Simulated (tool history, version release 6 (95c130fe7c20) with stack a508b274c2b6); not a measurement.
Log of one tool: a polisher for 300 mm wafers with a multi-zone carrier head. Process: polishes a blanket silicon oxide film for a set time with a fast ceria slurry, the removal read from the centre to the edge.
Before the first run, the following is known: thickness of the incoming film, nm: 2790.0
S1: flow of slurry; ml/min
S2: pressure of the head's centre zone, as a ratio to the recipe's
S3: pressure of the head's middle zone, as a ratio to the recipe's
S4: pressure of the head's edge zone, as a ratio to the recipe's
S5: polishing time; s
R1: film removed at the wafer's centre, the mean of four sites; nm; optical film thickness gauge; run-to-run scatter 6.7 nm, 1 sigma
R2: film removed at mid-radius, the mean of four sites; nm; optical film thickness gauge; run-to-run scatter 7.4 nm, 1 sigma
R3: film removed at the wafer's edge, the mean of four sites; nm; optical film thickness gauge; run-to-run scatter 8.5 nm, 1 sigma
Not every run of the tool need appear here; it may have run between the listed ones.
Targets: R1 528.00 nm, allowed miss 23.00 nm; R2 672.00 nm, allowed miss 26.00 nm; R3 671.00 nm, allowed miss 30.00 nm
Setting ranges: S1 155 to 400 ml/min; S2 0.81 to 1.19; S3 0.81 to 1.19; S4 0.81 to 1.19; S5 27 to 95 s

{"run": 1, "day": 0.0, "S1": 255, "S2": 1.0, "S3": 1.0, "S4": 1.0, "S5": 61, "R1": 1065.2, "R2": 1056.3, "R3": 1066.2}
{"run": 2, "day": 0.288, "S1": 255, "S2": 1.0, "S3": 1.0, "S4": 1.04, "S5": 61, "R1": 1055.7, "R2": 1074.9, "R3": 1087.8}
{"run": 3, "day": 0.65, "S1": 250, "S2": 0.98, "S3": 1.0, "S4": 1.04, "S5": 57, "R1": 973.93, "R2": 986.42, "R3": 995.41}
{"run": 4, "day": 0.738, "S1": 240, "S2": 0.96, "S3": 1.01, "S4": 1.06, "S5": 54, "R1": 882.61, "R2": 949.05, "R3": 953.03}
{"run": 5, "day": 0.775, "S1": 240, "S2": 0.96, "S3": 1.01, "S4": 1.06, "S5": 66, "R1": 1100.0, "R2": 1139.1, "R3": 1176.1}
{"run": 6, "day": 1.025, "S1": 235, "S2": 0.94, "S3": 1.01, "S4": 1.07, "S5": 62, "R1": 1022.5, "R2": 1071.2, "R3": 1106.7}
{"run": 7, "day": 1.392, "S1": 235, "S2": 0.92, "S3": 1.01, "S4": 1.08, "S5": 58, "R1": 934.63, "R2": 996.98, "R3": 1038.2}
{"run": 8, "day": 1.542, "S1": 230, "S2": 0.91, "S3": 1.02, "S4": 1.09, "S5": 55, "R1": 862.82, "R2": 961.49, "R3": 1002.0}
{"run": 9, "day": 1.8, "S1": 230, "S2": 0.91, "S3": 1.02, "S4": 1.09, "S5": 55, "R1": 851.69, "R2": 971.49, "R3": 1016.7}

4 next moves are on the table. One of them brings every result within its allowed miss. Which?
{"run": "A", "day": 2.058, "S1": 220, "S2": 1.14, "S3": 0.83, "S4": 1.04, "S5": 79, "R1": "?", "R2": "?", "R3": "?"}
{"run": "B", "day": 2.058, "S1": 160, "S2": 0.86, "S3": 1.11, "S4": 1.17, "S5": 37, "R1": "?", "R2": "?", "R3": "?"}
{"run": "C", "day": 2.058, "S1": 230, "S2": 0.83, "S3": 0.89, "S4": 1.18, "S5": 83, "R1": "?", "R2": "?", "R3": "?"}
{"run": "D", "day": 2.058, "S1": 260, "S2": 1.12, "S3": 0.91, "S4": 1.01, "S5": 35, "R1": "?", "R2": "?", "R3": "?"}

move=A R1=1565.00 R2=1157.60 R3=1378.70
move=B R1=536.11 R2=673.85 R3=669.00
move=C R1=1199.50 R2=1294.80 R3=1547.50
move=D R1=691.79 R2=560.93 R3=607.66
A: its largest miss is bigger than the last run's
B: in spec on every target
C: its largest miss is bigger than the last run's
D: gains on the last run, yet a result remains outside its allowed miss
The right move is B.
